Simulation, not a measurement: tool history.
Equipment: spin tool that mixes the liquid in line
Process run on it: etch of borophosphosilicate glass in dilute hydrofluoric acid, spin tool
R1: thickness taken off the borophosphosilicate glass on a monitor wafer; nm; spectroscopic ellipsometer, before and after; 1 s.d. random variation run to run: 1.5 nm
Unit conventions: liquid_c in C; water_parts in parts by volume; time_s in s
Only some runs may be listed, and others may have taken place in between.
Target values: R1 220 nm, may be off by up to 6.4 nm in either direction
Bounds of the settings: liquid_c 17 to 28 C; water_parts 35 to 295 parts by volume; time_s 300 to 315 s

{"run": 1, "hour": 0.0, "liquid_c": 20, "water_parts": 165, "time_s": 300, "R1": 57.409}
{"run": 2, "hour": 5.5, "liquid_c": 20, "water_parts": 125, "time_s": 300, "R1": 79.982}
{"run": 3, "hour": 7.6, "liquid_c": 18.5, "water_parts": 125, "time_s": 300, "R1": 75.192}
{"run": 4, "hour": 11.4, "liquid_c": 17, "water_parts": 125, "time_s": 300, "R1": 71.181}
{"run": 5, "hour": 15.5, "liquid_c": 18, "water_parts": 115, "time_s": 300, "R1": 80.272}
{"run": 6, "hour": 23.8, "liquid_c": 19, "water_parts": 105, "time_s": 300, "R1": 93.334}
{"run": 7, "hour": 25.7, "liquid_c": 20, "water_parts": 100, "time_s": 300, "R1": 101.25}
{"run": 8, "hour": 34.0, "liquid_c": 21, "water_parts": 95, "time_s": 300, "R1": 113.81}
{"run": 9, "hour": 37.1, "liquid_c": 25, "water_parts": 50, "time_s": 300, "R1": 267.86}
{"run": 10, "hour": 44.2, "liquid_c": 22.5, "water_parts": 50, "time_s": 300, "R1": 242.09}
{"hour": 49.3, "done": "hydrofluoric acid flow meter replaced"}
{"run": 11, "hour": 49.3, "liquid_c": 21.5, "water_parts": 50, "time_s": 300, "R1": 258.7}
{"run": 12, "hour": 50.8, "liquid_c": 21.5, "water_parts": 75, "time_s": 300, "R1": 167.26}
{"run": 13, "hour": 52.6, "liquid_c": 22, "water_parts": 75, "time_s": 300, "R1": 170.63}
{"run": 14, "hour": 60.5, "liquid_c": 22.5, "water_parts": 75, "time_s": 300, "R1": 172.92}
{"run": 15, "hour": 62.5, "liquid_c": 23, "water_parts": 75, "time_s": 300, "R1": 177.17}
{"run": 16, "hour": 67.5, "liquid_c": 23.5, "water_parts": 75, "time_s": 300, "R1": 181.85}
{"run": 17, "hour": 75.2, "liquid_c": 24, "water_parts": 75, "time_s": 300, "R1": 183.03}
{"run": 18, "hour": 79.9, "liquid_c": 24.5, "water_parts": 75, "time_s": 300, "R1": 187.44}
{"run": 19, "hour": 81.7, "liquid_c": 25, "water_parts": 75, "time_s": 300, "R1": 191.55}
{"run": 20, "hour": 89.6, "liquid_c": 25.5, "water_parts": 75, "time_s": 300, "R1": 193.73}

Next run, 5 choices. One meets every target within its allowed miss, the rest don't. Which?
{"run": "A", "hour": 97.5, "liquid_c": 23, "water_parts": 75, "time_s": 300, "R1": "?"}
{"run": "B", "hour": 97.5, "liquid_c": 24, "water_parts": 85, "time_s": 300, "R1": "?"}
{"run": "C", "hour": 97.5, "liquid_c": 26, "water_parts": 85, "time_s": 310, "R1": "?"}
{"run": "D", "hour": 97.5, "liquid_c": 27.5, "water_parts": 75, "time_s": 315, "R1": "?"}
{"run": "E", "hour": 97.5, "liquid_c": 26.5, "water_parts": 95, "time_s": 300, "R1": "?"}

move=A R1=174.73
move=B R1=158.52
move=C R1=177.35
move=D R1=219.58
move=E R1=154.55
A: moves away from the targets compared with the last run
B: moves away from the targets compared with the last run
C: moves away from the targets compared with the last run
D: in spec on every target
E: moves away from the targets compared with the last run
D meets every target.
